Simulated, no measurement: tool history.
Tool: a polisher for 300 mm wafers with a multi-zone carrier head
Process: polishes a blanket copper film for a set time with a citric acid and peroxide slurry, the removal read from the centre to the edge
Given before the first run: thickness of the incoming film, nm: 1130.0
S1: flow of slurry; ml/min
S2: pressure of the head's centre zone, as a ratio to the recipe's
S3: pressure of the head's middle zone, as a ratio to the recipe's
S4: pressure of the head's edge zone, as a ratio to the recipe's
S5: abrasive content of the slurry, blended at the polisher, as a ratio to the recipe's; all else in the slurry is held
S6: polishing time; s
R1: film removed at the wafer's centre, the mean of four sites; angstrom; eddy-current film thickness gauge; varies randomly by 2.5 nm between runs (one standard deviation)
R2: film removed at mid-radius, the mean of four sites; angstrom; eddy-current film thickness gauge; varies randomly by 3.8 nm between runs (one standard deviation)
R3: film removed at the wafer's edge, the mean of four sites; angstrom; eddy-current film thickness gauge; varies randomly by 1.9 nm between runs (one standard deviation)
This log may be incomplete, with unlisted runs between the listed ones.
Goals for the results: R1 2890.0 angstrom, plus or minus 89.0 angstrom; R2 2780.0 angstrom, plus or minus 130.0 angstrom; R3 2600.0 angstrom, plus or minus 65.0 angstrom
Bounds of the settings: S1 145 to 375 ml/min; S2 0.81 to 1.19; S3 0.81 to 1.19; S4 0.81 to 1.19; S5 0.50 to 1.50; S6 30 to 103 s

run,hour,S1,S2,S3,S4,S5,S6,R1,R2,R3
1,0.0,240,1.00,1.00,1.00,1.00,66,1945.1,2094.2,2077.4
2,8.7,240,1.08,1.00,1.00,1.00,66,2112.6,2068.9,2080.1
3,11.5,240,1.15,1.00,1.00,1.00,66,2189.6,2049.1,2059.7
4,16.2,250,1.15,1.01,1.00,1.05,67,2294.0,2174.3,2145.9
5,23.7,295,1.15,1.01,1.00,1.05,67,2316.8,2249.1,2199.9
6,31.6,295,1.15,1.01,1.00,1.20,67,2371.3,2281.9,2268.5
7,32.7,295,1.15,1.02,0.99,1.20,68,2421.0,2343.0,2322.3
8,36.2,295,1.15,1.03,0.98,1.20,69,2455.4,2367.0,2299.0
9,43.5,295,1.15,1.04,0.98,1.25,70,2514.1,2457.5,2371.5
10,51.4,295,1.15,1.04,0.98,1.25,71,2537.1,2526.2,2413.1
# hour 60.3: slurry nozzle cleaned
11,60.3,295,1.15,1.04,0.97,1.25,71,2701.1,2708.1,2474.9
12,67.6,300,1.15,1.04,0.97,1.25,71,2649.0,2623.1,2475.8
13,73.8,305,1.15,1.04,0.97,1.25,71,2681.4,2551.9,2471.8

Next run, 4 choices. One meets every target within its allowed miss, the rest don't. Which?
A,80.0,335,1.16,0.95,1.07,1.25,70,?,?,?
B,80.0,375,1.19,1.06,1.00,1.00,76,?,?,?
C,80.0,280,1.02,1.19,1.19,1.45,68,?,?,?
D,80.0,280,1.12,1.06,0.99,1.05,77,?,?,?

move,R1,R2,R3
A,2749.8,2428.9,2618.6
B,2933.3,2781.3,2634.6
C,2456.9,2903.5,2730.0
D,2779.4,2771.0,2628.2
A: further off than the last run
B: meets every target
C: further off than the last run
D: nearer the targets than the last run, but a result is still out of spec
Answer: B

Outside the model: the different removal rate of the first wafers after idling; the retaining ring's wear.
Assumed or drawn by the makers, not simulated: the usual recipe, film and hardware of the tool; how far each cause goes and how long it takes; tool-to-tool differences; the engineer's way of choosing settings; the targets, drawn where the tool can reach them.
